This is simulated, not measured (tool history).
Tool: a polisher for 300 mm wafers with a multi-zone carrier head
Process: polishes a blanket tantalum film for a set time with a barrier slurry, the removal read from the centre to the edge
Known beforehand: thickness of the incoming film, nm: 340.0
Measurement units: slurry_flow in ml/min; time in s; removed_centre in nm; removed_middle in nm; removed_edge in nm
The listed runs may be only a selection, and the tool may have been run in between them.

{"run": 1, "day": 0.0, "slurry_flow": 275, "centre_zone": 1, "middle_zone": 1, "edge_zone": 1, "slurry_solids": 1, "time": 65, "removed_centre": 84.818, "removed_middle": 84.822, "removed_edge": 82.084}
{"run": 2, "day": 0.296, "slurry_flow": 285, "centre_zone": 1.02, "middle_zone": 1.01, "edge_zone": 1.06, "slurry_solids": 1.1, "time": 65, "removed_centre": 88.149, "removed_middle": 87.64, "removed_edge": 86.556}
{"run": 3, "day": 0.471, "slurry_flow": 285, "centre_zone": 1.02, "middle_zone": 1.01, "edge_zone": 1.06, "slurry_solids": 1.1, "time": 53, "removed_centre": 71.601, "removed_middle": 70.314, "removed_edge": 73.985}
{"run": 4, "day": 0.608, "slurry_flow": 225, "centre_zone": 1.02, "middle_zone": 1.01, "edge_zone": 1.06, "slurry_solids": 1.1, "time": 53, "removed_centre": 70.275, "removed_middle": 69.999, "removed_edge": 70.873}
{"run": 5, "day": 0.8, "slurry_flow": 225, "centre_zone": 1.02, "middle_zone": 1.01, "edge_zone": 1.06, "slurry_solids": 1.1, "time": 38, "removed_centre": 50.163, "removed_middle": 49.726, "removed_edge": 50.503}
{"run": 6, "day": 0.9, "slurry_flow": 225, "centre_zone": 1.02, "middle_zone": 1.01, "edge_zone": 1.06, "slurry_solids": 1, "time": 38, "removed_centre": 48.694, "removed_middle": 48.956, "removed_edge": 48.443}
{"run": 7, "day": 1.112, "slurry_flow": 250, "centre_zone": 1.07, "middle_zone": 1.07, "edge_zone": 1.09, "slurry_solids": 1.15, "time": 44, "removed_centre": 62.21, "removed_middle": 60.463, "removed_edge": 59.36}

For run 8, what comes out?
{"run": 8, "day": 1.392, "slurry_flow": 280, "centre_zone": 1.08, "middle_zone": 1.1, "edge_zone": 1.12, "slurry_solids": 1.25, "time": 49, "removed_centre": "?", "removed_middle": "?", "removed_edge": "?"}

removed_centre: 72.888 nm
removed_middle: 71.515 nm
removed_edge: 70.11 nm

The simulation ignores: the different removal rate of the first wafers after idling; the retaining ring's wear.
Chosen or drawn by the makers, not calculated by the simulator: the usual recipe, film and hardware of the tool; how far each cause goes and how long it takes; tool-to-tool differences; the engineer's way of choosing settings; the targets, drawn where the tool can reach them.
